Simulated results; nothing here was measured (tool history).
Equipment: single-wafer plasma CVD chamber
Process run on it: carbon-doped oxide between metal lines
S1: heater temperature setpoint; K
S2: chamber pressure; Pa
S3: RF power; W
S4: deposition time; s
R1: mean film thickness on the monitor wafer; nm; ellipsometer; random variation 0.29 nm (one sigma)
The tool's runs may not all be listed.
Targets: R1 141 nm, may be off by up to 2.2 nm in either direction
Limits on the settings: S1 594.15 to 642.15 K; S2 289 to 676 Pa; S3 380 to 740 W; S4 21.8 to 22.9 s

{"run": 1, "hour": 0.0, "S1": 618.15, "S2": 483, "S3": 560, "S4": 22.9, "R1": 131.01}
{"run": 2, "hour": 8.3, "S1": 618.15, "S2": 483, "S3": 560, "S4": 22.9, "R1": 131.17}
{"run": 3, "hour": 9.7, "S1": 618.15, "S2": 483, "S3": 560, "S4": 22.9, "R1": 131.06}
{"run": 4, "hour": 12.6, "S1": 618.15, "S2": 527, "S3": 560, "S4": 22.9, "R1": 131.54}
{"run": 5, "hour": 18.7, "S1": 616.15, "S2": 531, "S3": 565, "S4": 22.9, "R1": 133.55}
{"run": 6, "hour": 25.7, "S1": 616.15, "S2": 531, "S3": 565, "S4": 22.9, "R1": 133.36}
{"run": 7, "hour": 29.4, "S1": 614.15, "S2": 536, "S3": 570, "S4": 22.9, "R1": 135.58}
{"run": 8, "hour": 30.4, "S1": 613.15, "S2": 539, "S3": 570, "S4": 22.9, "R1": 135.55}

Consider the 5 candidate settings below. Which is the only one whose results all fall within their allowed miss of target?
{"run": "A", "hour": 31.4, "S1": 625.15, "S2": 541, "S3": 570, "S4": 22.9, "R1": "?"}
{"run": "B", "hour": 31.4, "S1": 608.15, "S2": 555, "S3": 615, "S4": 22.4, "R1": "?"}
{"run": "C", "hour": 31.4, "S1": 609.15, "S2": 469, "S3": 535, "S4": 22.1, "R1": "?"}
{"run": "D", "hour": 31.4, "S1": 608.15, "S2": 577, "S3": 645, "S4": 22.6, "R1": "?"}
{"run": "E", "hour": 31.4, "S1": 616.15, "S2": 540, "S3": 565, "S4": 22.8, "R1": "?"}

move=A R1=130.2
move=B R1=141.02
move=C R1=127.03
move=D R1=146.48
move=E R1=132.91
A: the biggest miss grows against the last run
B: hits every target within its allowed miss
C: the biggest miss grows against the last run
D: pushes the last run's worst result past its target
E: the biggest miss grows against the last run
The move that meets every target is B.
